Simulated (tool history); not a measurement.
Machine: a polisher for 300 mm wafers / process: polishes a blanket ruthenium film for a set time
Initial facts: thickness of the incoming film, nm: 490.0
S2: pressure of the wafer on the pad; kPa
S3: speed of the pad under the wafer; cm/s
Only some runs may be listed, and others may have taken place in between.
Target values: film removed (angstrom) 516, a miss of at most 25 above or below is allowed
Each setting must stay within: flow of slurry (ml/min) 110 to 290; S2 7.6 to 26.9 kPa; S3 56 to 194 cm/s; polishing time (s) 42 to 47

Run 1, hour 0: flow of slurry (ml/min) 185, S2 17.2 kPa, S3 124 cm/s, polishing time (s) 47. Result: film removed (angstrom) 839.23.
Run 2, hour 1.1: flow of slurry (ml/min) 185, S2 14.5 kPa, S3 124 cm/s, polishing time (s) 47. Result: film removed (angstrom) 706.97.
Run 3, hour 2.3: flow of slurry (ml/min) 185, S2 14.5 kPa, S3 124 cm/s, polishing time (s) 42. Result: film removed (angstrom) 630.67.
Run 4, hour 3.6: flow of slurry (ml/min) 210, S2 14.5 kPa, S3 124 cm/s, polishing time (s) 42. Result: film removed (angstrom) 636.16.
Run 5, hour 11: flow of slurry (ml/min) 210, S2 13.8 kPa, S3 124 cm/s, polishing time (s) 42. Result: film removed (angstrom) 610.49.
Run 6, hour 18.2: flow of slurry (ml/min) 210, S2 17.2 kPa, S3 124 cm/s, polishing time (s) 42. Result: film removed (angstrom) 782.47.
Run 7, hour 20.1: flow of slurry (ml/min) 210, S2 15.9 kPa, S3 124 cm/s, polishing time (s) 42. Result: film removed (angstrom) 720.
Run 8, hour 24.2: flow of slurry (ml/min) 210, S2 15.2 kPa, S3 124 cm/s, polishing time (s) 42. Result: film removed (angstrom) 673.84.
Run 9, hour 27.8: flow of slurry (ml/min) 210, S2 14.5 kPa, S3 124 cm/s, polishing time (s) 42. Result: film removed (angstrom) 650.68.
Run 10, hour 29.5: flow of slurry (ml/min) 210, S2 13.8 kPa, S3 124 cm/s, polishing time (s) 42. Result: film removed (angstrom) 623.61.
Run 11, hour 36.2: flow of slurry (ml/min) 205, S2 10.3 kPa, S3 122 cm/s, polishing time (s) 42. Result: film removed (angstrom) 465.64.
Run 12, hour 43.3: flow of slurry (ml/min) 205, S2 11 kPa, S3 122 cm/s, polishing time (s) 42. Result: film removed (angstrom) 480.72.

Exercise: of the 5 proposed moves below, exactly one satisfies all targets within the stated allowed misses. Which move is it?
Run A, hour 50.4: flow of slurry (ml/min) 180, S2 12.4 kPa, S3 128 cm/s, polishing time (s) 42. Result: film removed (angstrom) ?.
Run B, hour 50.4: flow of slurry (ml/min) 215, S2 10.3 kPa, S3 134 cm/s, polishing time (s) 43. Result: film removed (angstrom) ?.
Run C, hour 50.4: flow of slurry (ml/min) 215, S2 10.3 kPa, S3 140 cm/s, polishing time (s) 47. Result: film removed (angstrom) ?.
Run D, hour 50.4: flow of slurry (ml/min) 195, S2 9.7 kPa, S3 146 cm/s, polishing time (s) 47. Result: film removed (angstrom) ?.
Run E, hour 50.4: flow of slurry (ml/min) 255, S2 8.3 kPa, S3 138 cm/s, polishing time (s) 42. Result: film removed (angstrom) ?.

move  film removed (angstrom)
   A                   563.37
   B                   518.72
   C                   591.66
   D                   570.11
   E                   430.42
A: takes the result that was furthest off past its target
B: every result lands within tolerance
C: takes the result that was furthest off past its target
D: takes the result that was furthest off past its target
E: misses by more than the last run did
B is the move that brings every result within its allowed miss.
